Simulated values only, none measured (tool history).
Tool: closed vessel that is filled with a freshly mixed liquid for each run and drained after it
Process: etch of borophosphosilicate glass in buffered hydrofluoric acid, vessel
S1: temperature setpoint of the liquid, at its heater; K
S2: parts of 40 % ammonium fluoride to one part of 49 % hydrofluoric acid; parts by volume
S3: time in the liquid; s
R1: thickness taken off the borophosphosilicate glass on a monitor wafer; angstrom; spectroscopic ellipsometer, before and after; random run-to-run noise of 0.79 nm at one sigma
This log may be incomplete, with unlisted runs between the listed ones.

run	hour	S1	S2	S3	R1
1	0	295.15	15	95	2041.1
2	2.3	295.15	15	95	2034
3	5.8	294.65	15	95	1980.1
4	13.4	294.65	15	95	1996.7
5	17.4	294.15	15	95	1931.1
6	25.4	291.65	15	95	1675.4

What will run 7 give?
7	34.5	291.65	15	95	?

R1: 1692.2 angstrom

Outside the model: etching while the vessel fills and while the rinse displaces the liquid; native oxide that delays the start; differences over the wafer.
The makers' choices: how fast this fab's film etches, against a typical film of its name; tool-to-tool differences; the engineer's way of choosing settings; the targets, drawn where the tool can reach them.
